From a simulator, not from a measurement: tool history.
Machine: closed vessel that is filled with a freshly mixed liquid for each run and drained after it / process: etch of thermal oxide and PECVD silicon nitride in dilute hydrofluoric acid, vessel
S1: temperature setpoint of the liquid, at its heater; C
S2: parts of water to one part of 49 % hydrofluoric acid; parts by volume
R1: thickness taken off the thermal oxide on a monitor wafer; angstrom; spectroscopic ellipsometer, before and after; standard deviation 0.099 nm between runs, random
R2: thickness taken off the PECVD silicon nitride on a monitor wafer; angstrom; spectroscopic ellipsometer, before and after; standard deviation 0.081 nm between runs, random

Run 1, hour 0.0: S1 21.0 C, S2 130 parts by volume, time in the liquid (s) 150. Result: R1 44.314 angstrom, R2 16.485 angstrom.
Run 2, hour 4.3: S1 22.5 C, S2 130 parts by volume, time in the liquid (s) 150. Result: R1 47.617 angstrom, R2 18.135 angstrom.
Run 3, hour 11.9: S1 24.5 C, S2 130 parts by volume, time in the liquid (s) 150. Result: R1 51.529 angstrom, R2 20.023 angstrom.
Run 4, hour 19.9: S1 25.5 C, S2 105 parts by volume, time in the liquid (s) 150. Result: R1 69.337 angstrom, R2 26.623 angstrom.
Run 5, hour 26.7: S1 25.5 C, S2 105 parts by volume, time in the liquid (s) 175. Result: R1 79.631 angstrom, R2 32.598 angstrom.
Run 6, hour 34.6: S1 26.0 C, S2 85 parts by volume, time in the liquid (s) 165. Result: R1 97.383 angstrom, R2 37.691 angstrom.

The next listed run, before its measurement:
Run 7, hour 41.0: S1 26.0 C, S2 85 parts by volume, time in the liquid (s) 165. Result: R1 ?, R2 ?.

{"run 7": {"R1": 97.239, "R2": 38.226}}
